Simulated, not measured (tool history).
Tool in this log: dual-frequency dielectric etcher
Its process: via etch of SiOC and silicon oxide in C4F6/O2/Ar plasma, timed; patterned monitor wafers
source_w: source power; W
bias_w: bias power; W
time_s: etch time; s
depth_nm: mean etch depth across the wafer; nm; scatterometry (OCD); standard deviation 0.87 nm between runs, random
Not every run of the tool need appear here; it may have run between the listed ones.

run  hour  source_w  bias_w  time_s  depth_nm
  1   0.0       400     194    97.5    121.92
  2   3.0       400     219    97.5    126.60
  3   5.7       410     221    97.5    127.84
  4  12.3       360     221    97.5    120.95
  5  15.9       380     224    97.5    124.37
  6  20.9       400     226    97.5    128.13
     26.1  -- wet clean of the chamber
  7  26.1       430     230    97.5    125.71

Run 8 has not been measured yet. What should we expect?
  8  29.3       430     231    98.5         ?

Run 8 gave depth_nm 126.60 nm.
